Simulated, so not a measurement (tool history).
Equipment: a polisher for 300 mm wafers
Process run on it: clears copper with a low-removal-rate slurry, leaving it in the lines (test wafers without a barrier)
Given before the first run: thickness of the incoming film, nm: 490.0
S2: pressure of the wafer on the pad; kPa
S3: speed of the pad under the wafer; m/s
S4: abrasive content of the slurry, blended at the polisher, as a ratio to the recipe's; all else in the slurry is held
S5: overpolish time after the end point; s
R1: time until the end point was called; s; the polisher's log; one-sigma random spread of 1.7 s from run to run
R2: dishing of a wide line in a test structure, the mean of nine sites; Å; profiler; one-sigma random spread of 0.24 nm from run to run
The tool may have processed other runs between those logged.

{"run": 1, "hour": 0.0, "flow of slurry (ml/min)": 190, "S2": 28.3, "S3": 1.24, "S4": 1, "S5": 16, "R1": 99.874, "R2": 500.57}
{"run": 2, "hour": 5.5, "flow of slurry (ml/min)": 155, "S2": 28.3, "S3": 1.24, "S4": 1, "S5": 16, "R1": 101.62, "R2": 504.63}
{"run": 3, "hour": 7.1, "flow of slurry (ml/min)": 185, "S2": 24.8, "S3": 1.2, "S4": 1, "S5": 14, "R1": 117.6, "R2": 394.2}
{"run": 4, "hour": 15.5, "flow of slurry (ml/min)": 185, "S2": 24.8, "S3": 1.2, "S4": 1, "S5": 17, "R1": 115.36, "R2": 473.37}
{"run": 5, "hour": 16.2, "flow of slurry (ml/min)": 185, "S2": 24.8, "S3": 0.92, "S4": 1, "S5": 17, "R1": 148.71, "R2": 385.01}
{"run": 6, "hour": 24.5, "flow of slurry (ml/min)": 210, "S2": 22.8, "S3": 0.94, "S4": 1, "S5": 14, "R1": 155.82, "R2": 289.48}
{"run": 7, "hour": 29.6, "flow of slurry (ml/min)": 260, "S2": 15.2, "S3": 1.22, "S4": 0.9, "S5": 6, "R1": 180.49, "R2": 119.31}
{"run": 8, "hour": 30.4, "flow of slurry (ml/min)": 270, "S2": 15.2, "S3": 1.24, "S4": 0.85, "S5": 6, "R1": 180.17, "R2": 114.05}

The next listed run, before its measurement:
{"run": 9, "hour": 32.9, "flow of slurry (ml/min)": 275, "S2": 15.2, "S3": 1.24, "S4": 0.85, "S5": 6, "R1": "?", "R2": "?"}

Run 9 produced R1 179.13 s, R2 119.22 Å.
